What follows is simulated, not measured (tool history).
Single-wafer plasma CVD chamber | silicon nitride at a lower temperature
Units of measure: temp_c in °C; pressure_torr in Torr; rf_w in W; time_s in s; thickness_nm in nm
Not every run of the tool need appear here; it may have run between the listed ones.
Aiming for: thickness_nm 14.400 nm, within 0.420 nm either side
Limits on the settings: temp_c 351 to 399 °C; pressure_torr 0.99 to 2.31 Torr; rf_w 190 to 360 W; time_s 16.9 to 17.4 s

run 1 hour=0.0 | temp_c=375 pressure_torr=1.65 rf_w=275 time_s=16.9 | thickness_nm=18.908
run 2 hour=5.0 | temp_c=375 pressure_torr=1.60 rf_w=265 time_s=16.9 | thickness_nm=18.271
run 3 hour=13.2 | temp_c=375 pressure_torr=1.40 rf_w=265 time_s=16.9 | thickness_nm=17.489
run 4 hour=15.2 | temp_c=375 pressure_torr=1.40 rf_w=265 time_s=17.4 | thickness_nm=18.023
run 5 hour=18.7 | temp_c=375 pressure_torr=1.25 rf_w=265 time_s=17.4 | thickness_nm=17.242
run 6 hour=26.3 | temp_c=375 pressure_torr=1.25 rf_w=240 time_s=17.4 | thickness_nm=16.127
run 7 hour=29.7 | temp_c=375 pressure_torr=1.23 rf_w=240 time_s=17.4 | thickness_nm=16.080
run 8 hour=32.6 | temp_c=375 pressure_torr=1.21 rf_w=235 time_s=17.4 | thickness_nm=15.728
run 9 hour=40.9 | temp_c=375 pressure_torr=1.19 rf_w=235 time_s=17.4 | thickness_nm=15.684
run 10 hour=44.6 | temp_c=375 pressure_torr=1.17 rf_w=235 time_s=17.4 | thickness_nm=15.653
run 11 hour=52.1 | temp_c=375 pressure_torr=1.16 rf_w=235 time_s=17.4 | thickness_nm=15.397
run 12 hour=60.6 | temp_c=375 pressure_torr=1.14 rf_w=235 time_s=17.4 | thickness_nm=15.435
run 13 hour=66.4 | temp_c=375 pressure_torr=1.13 rf_w=235 time_s=17.4 | thickness_nm=15.402
run 14 hour=73.0 | temp_c=375 pressure_torr=1.12 rf_w=235 time_s=17.4 | thickness_nm=15.303
run 15 hour=80.7 | temp_c=375 pressure_torr=1.11 rf_w=235 time_s=17.4 | thickness_nm=15.213
run 16 hour=88.3 | temp_c=375 pressure_torr=1.10 rf_w=235 time_s=17.4 | thickness_nm=15.294
run 17 hour=94.7 | temp_c=375 pressure_torr=1.09 rf_w=235 time_s=17.4 | thickness_nm=15.170
run 18 hour=103.2 | temp_c=375 pressure_torr=1.08 rf_w=235 time_s=17.4 | thickness_nm=15.184
run 19 hour=106.4 | temp_c=375 pressure_torr=1.07 rf_w=235 time_s=17.4 | thickness_nm=15.125
run 20 hour=113.6 | temp_c=375 pressure_torr=1.06 rf_w=235 time_s=17.4 | thickness_nm=15.061

Consider the 5 candidate settings below. Which is the only one whose results all fall within their allowed miss of target?
run A hour=120.8 | temp_c=379 pressure_torr=0.99 rf_w=220 time_s=16.9 | thickness_nm=?
run B hour=120.8 | temp_c=382 pressure_torr=1.11 rf_w=205 time_s=16.9 | thickness_nm=?
run C hour=120.8 | temp_c=376 pressure_torr=0.99 rf_w=220 time_s=16.9 | thickness_nm=?
run D hour=120.8 | temp_c=399 pressure_torr=0.99 rf_w=225 time_s=17.0 | thickness_nm=?
run E hour=120.8 | temp_c=372 pressure_torr=1.06 rf_w=230 time_s=16.9 | thickness_nm=?

move=A thickness_nm=13.584
move=B thickness_nm=13.407
move=C thickness_nm=13.602
move=D thickness_nm=13.765
move=E thickness_nm=14.449
A: pushes the last run's worst result past its target
B: pushes the last run's worst result past its target
C: pushes the last run's worst result past its target
D: pushes the last run's worst result past its target
E: every result lands within tolerance
Go with E: it meets all targets.
